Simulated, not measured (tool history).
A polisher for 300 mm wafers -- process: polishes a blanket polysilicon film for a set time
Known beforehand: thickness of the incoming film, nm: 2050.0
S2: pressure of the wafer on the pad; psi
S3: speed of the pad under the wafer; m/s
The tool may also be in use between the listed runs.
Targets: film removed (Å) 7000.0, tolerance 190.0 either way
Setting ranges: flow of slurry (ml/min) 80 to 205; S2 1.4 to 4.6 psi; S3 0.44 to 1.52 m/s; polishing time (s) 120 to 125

Run 1, hour 0.0: flow of slurry (ml/min) 135, S2 3.0 psi, S3 0.98 m/s, polishing time (s) 120. Result: film removed (Å) 9274.7.
Run 2, hour 8.8: flow of slurry (ml/min) 135, S2 3.0 psi, S3 1.12 m/s, polishing time (s) 120. Result: film removed (Å) 10490.0.
Run 3, hour 14.3: flow of slurry (ml/min) 135, S2 2.7 psi, S3 1.12 m/s, polishing time (s) 120. Result: film removed (Å) 9470.1.
Run 4, hour 16.0: flow of slurry (ml/min) 130, S2 2.6 psi, S3 1.12 m/s, polishing time (s) 120. Result: film removed (Å) 9104.4.
Run 5, hour 22.7: flow of slurry (ml/min) 130, S2 2.6 psi, S3 1.02 m/s, polishing time (s) 120. Result: film removed (Å) 8127.5.
Run 6, hour 26.9: flow of slurry (ml/min) 125, S2 2.6 psi, S3 1.02 m/s, polishing time (s) 120. Result: film removed (Å) 8265.8.
Run 7, hour 35.4: flow of slurry (ml/min) 125, S2 2.5 psi, S3 1.02 m/s, polishing time (s) 120. Result: film removed (Å) 7823.7.
Run 8, hour 41.9: flow of slurry (ml/min) 110, S2 2.4 psi, S3 1.02 m/s, polishing time (s) 120. Result: film removed (Å) 7362.5.
Run 9, hour 47.8: flow of slurry (ml/min) 90, S2 2.3 psi, S3 1.02 m/s, polishing time (s) 120. Result: film removed (Å) 6667.2.

4 candidate next runs follow, results not yet known. Just one meets every target within its allowed miss. Identify it.
Run A, hour 53.7: flow of slurry (ml/min) 80, S2 2.6 psi, S3 1.06 m/s, polishing time (s) 120. Result: film removed (Å) ?.
Run B, hour 53.7: flow of slurry (ml/min) 105, S2 2.4 psi, S3 0.90 m/s, polishing time (s) 120. Result: film removed (Å) ?.
Run C, hour 53.7: flow of slurry (ml/min) 80, S2 2.3 psi, S3 1.12 m/s, polishing time (s) 120. Result: film removed (Å) ?.
Run D, hour 53.7: flow of slurry (ml/min) 145, S2 3.4 psi, S3 0.56 m/s, polishing time (s) 125. Result: film removed (Å) ?.

move  film removed (Å)
   A            7487.0
   B            6439.5
   C            7019.0
   D            6417.3
A: carries the result that was furthest off beyond its target, to the other side
B: further off than the last run
C: each result inside its tolerance
D: further off than the last run
Correct choice: C, which meets every target
